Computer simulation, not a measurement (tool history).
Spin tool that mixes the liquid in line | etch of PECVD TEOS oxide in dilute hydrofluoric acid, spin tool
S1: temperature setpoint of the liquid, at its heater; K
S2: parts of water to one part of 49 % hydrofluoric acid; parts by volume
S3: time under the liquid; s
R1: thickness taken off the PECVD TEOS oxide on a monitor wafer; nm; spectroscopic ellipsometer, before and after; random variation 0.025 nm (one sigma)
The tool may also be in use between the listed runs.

Run 1, day 0: S1 294.15 K, S2 230 parts by volume, S3 70 s. Result: R1 3.898 nm.
Run 2, day 0.117: S1 294.15 K, S2 230 parts by volume, S3 70 s. Result: R1 3.8644 nm.
Run 3, day 0.158: S1 293.65 K, S2 230 parts by volume, S3 70 s. Result: R1 3.8491 nm.
Run 4, day 0.35: S1 293.65 K, S2 160 parts by volume, S3 70 s. Result: R1 5.8346 nm.
Run 5, day 0.621: S1 293.65 K, S2 105 parts by volume, S3 70 s. Result: R1 9.4183 nm.
Run 6, day 0.683: S1 293.15 K, S2 120 parts by volume, S3 70 s. Result: R1 7.9543 nm.
Run 7, day 0.854: S1 292.65 K, S2 135 parts by volume, S3 70 s. Result: R1 6.8015 nm.
Run 8, day 0.95: S1 292.15 K, S2 145 parts by volume, S3 70 s. Result: R1 6.2767 nm.
Run 9, day 1.175: S1 292.15 K, S2 155 parts by volume, S3 70 s. Result: R1 5.6808 nm.
Run 10, day 1.45: S1 292.15 K, S2 165 parts by volume, S3 70 s. Result: R1 5.2886 nm.
Run 11, day 1.712: S1 292.15 K, S2 170 parts by volume, S3 70 s. Result: R1 5.081 nm.
Run 12, day 1.85: S1 292.15 K, S2 175 parts by volume, S3 70 s. Result: R1 4.861 nm.
Run 13, day 1.892: S1 292.15 K, S2 180 parts by volume, S3 70 s. Result: R1 4.8027 nm.
Run 14, day 1.996: S1 292.15 K, S2 185 parts by volume, S3 70 s. Result: R1 4.659 nm.
Run 15, day 2.354: S1 292.15 K, S2 190 parts by volume, S3 70 s. Result: R1 4.5364 nm.
Run 16, day 2.696: S1 292.15 K, S2 195 parts by volume, S3 70 s. Result: R1 4.3355 nm.
Run 17, day 3.008: S1 292.15 K, S2 195 parts by volume, S3 70 s. Result: R1 4.3602 nm.

Forecast run 18:
Run 18, day 3.275: S1 292.15 K, S2 200 parts by volume, S3 70 s. Result: R1 ?.

R1: 4.238 nm
